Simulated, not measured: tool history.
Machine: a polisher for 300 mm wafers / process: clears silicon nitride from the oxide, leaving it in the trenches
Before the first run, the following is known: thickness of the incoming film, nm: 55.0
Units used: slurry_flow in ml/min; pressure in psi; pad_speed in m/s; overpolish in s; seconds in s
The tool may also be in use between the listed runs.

run,day,slurry_flow,pressure,pad_speed,overpolish,seconds
1,0,300,2.2,0.94,5,89.946
2,0.117,300,1.8,0.94,5,102.1
3,0.3,300,1.4,0.94,5,117.82
4,0.542,300,1.4,1.08,5,97.484
5,0.567,300,1.3,1.04,5,108.09
6,0.917,300,1.2,1,5,115.02
7,0.967,300,1.2,0.98,5,118.9
8,1.279,300,1.2,0.96,5,120.22

Run 9 is up next; what results do you expect?
9,1.633,300,1.2,0.94,5,?

{"run 9": {"seconds": 123.08}}
